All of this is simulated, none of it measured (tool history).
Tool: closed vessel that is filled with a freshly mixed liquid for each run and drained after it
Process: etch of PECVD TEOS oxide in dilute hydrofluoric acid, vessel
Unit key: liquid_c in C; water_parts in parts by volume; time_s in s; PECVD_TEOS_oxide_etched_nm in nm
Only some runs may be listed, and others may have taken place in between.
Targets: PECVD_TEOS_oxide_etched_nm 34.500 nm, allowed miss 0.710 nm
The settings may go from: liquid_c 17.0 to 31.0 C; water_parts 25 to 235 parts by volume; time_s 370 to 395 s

| run | hour | liquid_c | water_parts | time_s | PECVD_TEOS_oxide_etched_nm |
|---|---|---|---|---|---|
| 1 | 0.0 | 23.0 | 130 | 370 | 42.713 |
| 2 | 5.7 | 22.0 | 130 | 370 | 40.985 |
| 3 | 12.9 | 21.5 | 130 | 370 | 40.241 |
| 4 | 13.7 | 24.0 | 130 | 370 | 44.747 |
|  | 19.7 | thermometer replaced |
| 5 | 19.7 | 24.0 | 130 | 395 | 50.169 |
| 6 | 24.8 | 24.0 | 150 | 395 | 41.915 |
| 7 | 32.4 | 23.5 | 150 | 395 | 41.273 |
| 8 | 35.6 | 23.0 | 150 | 395 | 40.948 |
| 9 | 42.9 | 22.5 | 150 | 395 | 39.983 |
| 10 | 50.6 | 22.0 | 150 | 395 | 38.927 |
| 11 | 55.4 | 21.5 | 150 | 395 | 37.970 |
| 12 | 62.6 | 21.0 | 150 | 395 | 37.398 |
| 13 | 65.3 | 20.5 | 150 | 395 | 36.488 |

Which of these 5 next moves meets every target?
| A | 68.0 | 24.0 | 150 | 370 | ? |
| B | 68.0 | 19.0 | 135 | 390 | ? |
| C | 68.0 | 17.5 | 135 | 370 | ? |
| D | 68.0 | 20.0 | 130 | 375 | ? |
| E | 68.0 | 21.5 | 155 | 395 | ? |

| move | PECVD_TEOS_oxide_etched_nm |
|---|---|
| A | 39.593 |
| B | 38.707 |
| C | 34.540 |
| D | 40.457 |
| E | 36.932 |
A: the biggest miss grows against the last run
B: the biggest miss grows against the last run
C: every result within its allowed miss
D: the biggest miss grows against the last run
E: the biggest miss grows against the last run
C is the move that brings every result within its allowed miss.
